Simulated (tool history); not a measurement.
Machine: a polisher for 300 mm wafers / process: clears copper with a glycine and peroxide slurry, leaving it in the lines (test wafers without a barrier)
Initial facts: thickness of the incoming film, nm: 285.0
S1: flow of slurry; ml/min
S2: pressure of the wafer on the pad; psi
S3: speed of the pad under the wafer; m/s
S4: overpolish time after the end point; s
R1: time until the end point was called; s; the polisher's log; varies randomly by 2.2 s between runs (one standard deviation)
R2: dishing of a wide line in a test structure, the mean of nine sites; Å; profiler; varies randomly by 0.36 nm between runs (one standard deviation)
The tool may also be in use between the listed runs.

| run | day | S1 | S2 | S3 | S4 | R1 | R2 |
|---|---|---|---|---|---|---|---|
| 1 | 0.000 | 165 | 1.7 | 0.98 | 29 | 88.892 | 525.25 |
| 2 | 0.367 | 165 | 1.7 | 0.80 | 29 | 103.090 | 471.80 |
| 3 | 0.408 | 160 | 1.5 | 0.82 | 25 | 107.640 | 402.43 |
| 4 | 0.508 | 150 | 1.4 | 0.82 | 22 | 116.470 | 332.55 |
| 5 | 0.675 | 150 | 1.4 | 0.82 | 31 | 115.450 | 455.69 |
| 6 | 0.979 | 150 | 1.4 | 0.62 | 31 | 139.390 | 401.47 |
| 7 | 1.188 | 145 | 1.3 | 0.66 | 27 | 138.100 | 345.70 |
| 8 | 1.375 | 145 | 1.3 | 0.68 | 23 | 139.520 | 304.80 |

Run 9 has not been measured yet. What should we expect?
| 9 | 1.450 | 140 | 1.3 | 0.70 | 20 | ? | ? |

R1: 137.620 s
R2: 267.71 Å
